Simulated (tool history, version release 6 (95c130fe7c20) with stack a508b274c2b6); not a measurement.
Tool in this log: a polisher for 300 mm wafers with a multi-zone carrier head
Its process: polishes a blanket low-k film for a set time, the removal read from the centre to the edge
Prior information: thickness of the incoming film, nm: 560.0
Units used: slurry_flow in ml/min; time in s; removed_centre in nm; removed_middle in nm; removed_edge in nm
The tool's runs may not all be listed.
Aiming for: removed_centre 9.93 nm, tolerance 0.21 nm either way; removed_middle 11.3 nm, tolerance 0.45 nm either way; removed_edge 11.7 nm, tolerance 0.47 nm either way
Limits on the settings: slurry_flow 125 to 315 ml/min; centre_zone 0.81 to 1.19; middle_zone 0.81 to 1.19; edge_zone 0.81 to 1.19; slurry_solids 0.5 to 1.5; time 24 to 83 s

run 1 hour=0 | slurry_flow=205 centre_zone=1 middle_zone=1 edge_zone=1 slurry_solids=1 time=53 | removed_centre=18.15 removed_middle=18.119 removed_edge=18.755
run 2 hour=8.7 | slurry_flow=190 centre_zone=0.94 middle_zone=0.98 edge_zone=0.95 slurry_solids=0.85 time=50 | removed_centre=14.529 removed_middle=15.273 removed_edge=15.702
run 3 hour=9.6 | slurry_flow=190 centre_zone=0.94 middle_zone=0.91 edge_zone=0.95 slurry_solids=0.85 time=50 | removed_centre=14.441 removed_middle=14.16 removed_edge=15.578
run 4 hour=17.1 | slurry_flow=175 centre_zone=0.9 middle_zone=0.91 edge_zone=0.91 slurry_solids=0.75 time=50 | removed_centre=12.556 removed_middle=12.851 removed_edge=13.707
run 5 hour=20.8 | slurry_flow=160 centre_zone=0.87 middle_zone=0.91 edge_zone=0.9 slurry_solids=0.7 time=50 | removed_centre=11.467 removed_middle=12.061 removed_edge=13.306
run 6 hour=28.8 | slurry_flow=160 centre_zone=0.85 middle_zone=0.92 edge_zone=0.87 slurry_solids=0.65 time=50 | removed_centre=10.363 removed_middle=11.543 removed_edge=12.311
run 7 hour=37.1 | slurry_flow=145 centre_zone=0.85 middle_zone=0.92 edge_zone=0.81 slurry_solids=0.65 time=50 | removed_centre=10.293 removed_middle=11.555 removed_edge=11.842
run 8 hour=40.4 | slurry_flow=145 centre_zone=0.85 middle_zone=0.92 edge_zone=0.81 slurry_solids=0.65 time=50 | removed_centre=10.268 removed_middle=11.358 removed_edge=11.852
run 9 hour=43.8 | slurry_flow=140 centre_zone=0.85 middle_zone=0.93 edge_zone=0.81 slurry_solids=0.65 time=50 | removed_centre=10.217 removed_middle=11.517 removed_edge=11.739
run 10 hour=45.4 | slurry_flow=135 centre_zone=0.85 middle_zone=0.93 edge_zone=0.81 slurry_solids=0.65 time=50 | removed_centre=10.171 removed_middle=11.417 removed_edge=11.604

Consider the 5 candidate settings below. Which is the only one whose results all fall within their allowed miss of target?
run A hour=47 | slurry_flow=125 centre_zone=0.89 middle_zone=0.95 edge_zone=0.82 slurry_solids=0.55 time=58 | removed_centre=? removed_middle=? removed_edge=?
run B hour=47 | slurry_flow=125 centre_zone=0.86 middle_zone=0.87 edge_zone=0.81 slurry_solids=0.65 time=51 | removed_centre=? removed_middle=? removed_edge=?
run C hour=47 | slurry_flow=125 centre_zone=0.85 middle_zone=0.95 edge_zone=0.87 slurry_solids=0.75 time=44 | removed_centre=? removed_middle=? removed_edge=?
run D hour=47 | slurry_flow=215 centre_zone=0.89 middle_zone=0.96 edge_zone=0.91 slurry_solids=0.8 time=39 | removed_centre=? removed_middle=? removed_edge=?
run E hour=47 | slurry_flow=125 centre_zone=0.92 middle_zone=1 edge_zone=0.88 slurry_solids=0.6 time=52 | removed_centre=? removed_middle=? removed_edge=?

move=A removed_centre=10.415 removed_middle=11.368 removed_edge=11.455
move=B removed_centre=10.259 removed_middle=10.782 removed_edge=11.65
move=C removed_centre=9.7685 removed_middle=11.17 removed_edge=11.496
move=D removed_centre=10.341 removed_middle=11.278 removed_edge=11.455
move=E removed_centre=10.468 removed_middle=11.53 removed_edge=11.409
A: the biggest miss grows against the last run
B: the biggest miss grows against the last run
C: every result within its allowed miss
D: the biggest miss grows against the last run
E: the biggest miss grows against the last run
Answer: C
